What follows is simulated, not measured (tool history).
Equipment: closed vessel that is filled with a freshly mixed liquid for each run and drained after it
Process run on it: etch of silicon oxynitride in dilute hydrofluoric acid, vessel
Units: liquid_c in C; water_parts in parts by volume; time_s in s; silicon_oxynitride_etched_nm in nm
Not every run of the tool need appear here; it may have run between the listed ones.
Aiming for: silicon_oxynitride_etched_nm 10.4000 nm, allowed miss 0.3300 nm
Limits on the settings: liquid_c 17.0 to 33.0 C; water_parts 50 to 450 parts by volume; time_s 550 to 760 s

| run | hour | liquid_c | water_parts | time_s | silicon_oxynitride_etched_nm |
|---|---|---|---|---|---|
| 1 | 0.0 | 25.0 | 250 | 760 | 6.1290 |
| 2 | 8.3 | 27.0 | 240 | 760 | 7.0837 |
| 3 | 18.1 | 28.5 | 235 | 760 | 7.6710 |
| 4 | 19.6 | 28.5 | 235 | 550 | 5.5918 |
| 5 | 27.8 | 28.5 | 235 | 550 | 5.4177 |
| 6 | 37.3 | 28.5 | 200 | 550 | 6.7271 |
| 7 | 39.5 | 29.0 | 175 | 550 | 7.9555 |
| 8 | 49.1 | 29.5 | 165 | 550 | 8.5907 |
| 9 | 51.6 | 33.0 | 155 | 550 | 11.1140 |
| 10 | 55.5 | 33.0 | 155 | 550 | 10.8290 |

Exactly one of the 4 candidate moves below puts every result within its allowed miss. Which one?
| A | 59.4 | 33.0 | 170 | 550 | ? |
| B | 59.4 | 31.5 | 200 | 690 | ? |
| C | 59.4 | 31.5 | 185 | 735 | ? |
| D | 59.4 | 28.5 | 140 | 575 | ? |

| move | silicon_oxynitride_etched_nm |
|---|---|
| A | 9.8782 |
| B | 9.6140 |
| C | 11.2300 |
| D | 10.6490 |
A: the result that was furthest off in the last run now lies on the other side of its target
B: the result that was furthest off in the last run now lies on the other side of its target
C: lands further from the targets than the last run did
D: in spec on every target
Move D is the one to make.
